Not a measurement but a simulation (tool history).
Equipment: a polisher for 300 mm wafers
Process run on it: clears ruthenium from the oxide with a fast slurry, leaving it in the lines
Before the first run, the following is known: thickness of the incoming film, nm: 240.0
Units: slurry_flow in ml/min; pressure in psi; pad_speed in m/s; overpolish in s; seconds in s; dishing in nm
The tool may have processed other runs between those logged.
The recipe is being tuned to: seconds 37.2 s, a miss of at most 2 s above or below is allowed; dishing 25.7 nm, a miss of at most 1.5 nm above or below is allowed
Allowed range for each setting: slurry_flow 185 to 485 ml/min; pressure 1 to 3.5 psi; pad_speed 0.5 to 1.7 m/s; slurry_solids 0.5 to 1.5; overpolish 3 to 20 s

{"run": 1, "hour": 0.0, "slurry_flow": 310, "pressure": 2.2, "pad_speed": 1.1, "slurry_solids": 1, "overpolish": 10, "seconds": 66.323, "dishing": 28.644}
{"run": 2, "hour": 1.1, "slurry_flow": 310, "pressure": 2.2, "pad_speed": 1, "slurry_solids": 1, "overpolish": 10, "seconds": 73.347, "dishing": 25.342}
{"run": 3, "hour": 4.8, "slurry_flow": 280, "pressure": 2.2, "pad_speed": 1, "slurry_solids": 1, "overpolish": 10, "seconds": 73.187, "dishing": 25.168}
{"run": 4, "hour": 13.3, "slurry_flow": 280, "pressure": 2.2, "pad_speed": 1, "slurry_solids": 1.15, "overpolish": 10, "seconds": 68.598, "dishing": 26.57}
{"run": 5, "hour": 13.9, "slurry_flow": 280, "pressure": 2.2, "pad_speed": 1, "slurry_solids": 1.15, "overpolish": 13, "seconds": 70.898, "dishing": 34.468}
{"run": 6, "hour": 16.9, "slurry_flow": 280, "pressure": 2.5, "pad_speed": 1, "slurry_solids": 1.2, "overpolish": 10, "seconds": 61.392, "dishing": 29.857}
{"run": 7, "hour": 25.6, "slurry_flow": 280, "pressure": 2.8, "pad_speed": 1.02, "slurry_solids": 1.25, "overpolish": 8, "seconds": 53.912, "dishing": 27.879}
{"run": 8, "hour": 32.9, "slurry_flow": 280, "pressure": 3, "pad_speed": 1.06, "slurry_solids": 1.25, "overpolish": 7, "seconds": 48.809, "dishing": 27.358}
{"run": 9, "hour": 37.7, "slurry_flow": 280, "pressure": 3.5, "pad_speed": 1.18, "slurry_solids": 1.25, "overpolish": 3, "seconds": 38.475, "dishing": 15.551}
{"run": 10, "hour": 46.3, "slurry_flow": 280, "pressure": 3.4, "pad_speed": 1.2, "slurry_solids": 1.3, "overpolish": 4, "seconds": 37.915, "dishing": 20.648}
{"run": 11, "hour": 50.0, "slurry_flow": 280, "pressure": 3.3, "pad_speed": 1.22, "slurry_solids": 1.35, "overpolish": 4, "seconds": 38.023, "dishing": 20.757}
{"run": 12, "hour": 57.7, "slurry_flow": 280, "pressure": 3.3, "pad_speed": 1.22, "slurry_solids": 1.35, "overpolish": 7, "seconds": 37.65, "dishing": 34.287}
{"run": 13, "hour": 58.4, "slurry_flow": 280, "pressure": 3.4, "pad_speed": 1.22, "slurry_solids": 1.3, "overpolish": 7, "seconds": 37.38, "dishing": 35.126}
{"run": 14, "hour": 64.1, "slurry_flow": 280, "pressure": 3.4, "pad_speed": 1.24, "slurry_solids": 1.25, "overpolish": 7, "seconds": 35.99, "dishing": 33.929}
{"run": 15, "hour": 65.5, "slurry_flow": 280, "pressure": 3.4, "pad_speed": 1.24, "slurry_solids": 1.2, "overpolish": 7, "seconds": 37.058, "dishing": 34.196}
{"run": 16, "hour": 73.2, "slurry_flow": 290, "pressure": 3.3, "pad_speed": 1.24, "slurry_solids": 1.35, "overpolish": 4, "seconds": 36.488, "dishing": 20.896}
{"run": 17, "hour": 75.8, "slurry_flow": 275, "pressure": 3.3, "pad_speed": 1.24, "slurry_solids": 1.4, "overpolish": 4, "seconds": 36.718, "dishing": 21.528}

Exercise: of the 5 proposed moves below, exactly one satisfies all targets within the stated allowed misses. Which move is it?
{"run": "A", "hour": 78.4, "slurry_flow": 295, "pressure": 3.1, "pad_speed": 1.06, "slurry_solids": 1.5, "overpolish": 6, "seconds": "?", "dishing": "?"}
{"run": "B", "hour": 78.4, "slurry_flow": 300, "pressure": 3.2, "pad_speed": 1.08, "slurry_solids": 1.35, "overpolish": 7, "seconds": "?", "dishing": "?"}
{"run": "C", "hour": 78.4, "slurry_flow": 280, "pressure": 3.2, "pad_speed": 1.12, "slurry_solids": 1.5, "overpolish": 6, "seconds": "?", "dishing": "?"}
{"run": "D", "hour": 78.4, "slurry_flow": 270, "pressure": 3.3, "pad_speed": 1.26, "slurry_solids": 1.3, "overpolish": 6, "seconds": "?", "dishing": "?"}
{"run": "E", "hour": 78.4, "slurry_flow": 245, "pressure": 3.2, "pad_speed": 1.28, "slurry_solids": 1.35, "overpolish": 5, "seconds": "?", "dishing": "?"}

move=A seconds=44.117 dishing=25.764
move=B seconds=43.309 dishing=30.131
move=C seconds=40.768 dishing=27.686
move=D seconds=37.016 dishing=30.209
move=E seconds=37.553 dishing=25.268
A: meets the target for the result that was furthest off, but another lies outside its allowed miss
B: takes the biggest miss from the last run beyond its target
C: takes the biggest miss from the last run beyond its target
D: takes the biggest miss from the last run beyond its target
E: all results land within tolerance of their targets
Correct choice: E, which meets every target

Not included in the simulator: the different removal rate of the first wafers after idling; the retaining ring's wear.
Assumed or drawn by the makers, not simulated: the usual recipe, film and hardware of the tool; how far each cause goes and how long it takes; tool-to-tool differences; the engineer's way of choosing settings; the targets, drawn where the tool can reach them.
